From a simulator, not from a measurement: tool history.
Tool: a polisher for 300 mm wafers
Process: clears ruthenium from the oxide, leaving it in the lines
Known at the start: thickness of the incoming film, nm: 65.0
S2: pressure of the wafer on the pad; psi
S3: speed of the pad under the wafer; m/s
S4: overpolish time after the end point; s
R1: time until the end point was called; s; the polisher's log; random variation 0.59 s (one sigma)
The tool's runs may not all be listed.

run 1 hour=0 | flow_of_slurry_(ml/min)=190 S2=1.6 S3=0.88 S4=18 | R1=87.65
run 2 hour=4.8 | flow_of_slurry_(ml/min)=175 S2=1.6 S3=0.88 S4=18 | R1=90.972
run 3 hour=12.7 | flow_of_slurry_(ml/min)=195 S2=1.8 S3=0.88 S4=18 | R1=81.024
run 4 hour=19.2 | flow_of_slurry_(ml/min)=195 S2=2 S3=0.9 S4=18 | R1=71.748
run 5 hour=21.3 | flow_of_slurry_(ml/min)=195 S2=2.3 S3=0.9 S4=18 | R1=62.245
run 6 hour=23.6 | flow_of_slurry_(ml/min)=195 S2=2.1 S3=0.9 S4=18 | R1=67.434
run 7 hour=32.2 | flow_of_slurry_(ml/min)=200 S2=2.2 S3=0.9 S4=18 | R1=65.312
run 8 hour=34.8 | flow_of_slurry_(ml/min)=200 S2=2.3 S3=0.92 S4=18 | R1=60.849

Forecast run 9:
run 9 hour=40.5 | flow_of_slurry_(ml/min)=200 S2=2.4 S3=0.92 S4=18 | R1=?

R1: 58.204 s

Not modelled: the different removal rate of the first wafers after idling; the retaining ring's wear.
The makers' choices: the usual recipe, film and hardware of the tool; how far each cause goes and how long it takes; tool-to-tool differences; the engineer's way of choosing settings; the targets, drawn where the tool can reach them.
